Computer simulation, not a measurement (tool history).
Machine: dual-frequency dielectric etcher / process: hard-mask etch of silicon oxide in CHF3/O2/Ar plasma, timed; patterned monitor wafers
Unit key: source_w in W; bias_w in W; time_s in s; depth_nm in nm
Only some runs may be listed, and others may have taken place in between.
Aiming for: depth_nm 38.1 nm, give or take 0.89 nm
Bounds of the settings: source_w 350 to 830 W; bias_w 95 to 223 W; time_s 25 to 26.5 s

run,hour,source_w,bias_w,time_s,depth_nm
1,0,590,159,25,50.233
2,2.4,590,159,25,50.377
3,3.2,560,152,25,48.139
4,8.2,650,152,25,52.607
5,9,620,149,25,50.905
6,15,620,126,25,48.488
7,15.6,590,124,25,46.907
8,17,570,123,25,46.951
9,20.9,570,123,25,45.805
10,27.8,550,122,25,45.786
11,31.9,530,119,25,43.93
12,33.2,510,118,25,43.448
13,34,390,95,25,35.035
14,40.2,400,95,25,35.885
15,47,410,95,25,36.383

Consider the 4 candidate settings below. Which is the only one whose results all fall within their allowed miss of target?
A,53.8,380,96,25.5,?
B,53.8,350,136,25,?
C,53.8,380,101,25,?
D,53.8,430,96,25.5,?

move,depth_nm
A,35.061
B,35.012
C,34.736
D,38.032
A: its largest miss is bigger than the last run's
B: its largest miss is bigger than the last run's
C: its largest miss is bigger than the last run's
D: in spec on every target
The move that meets every target is D.
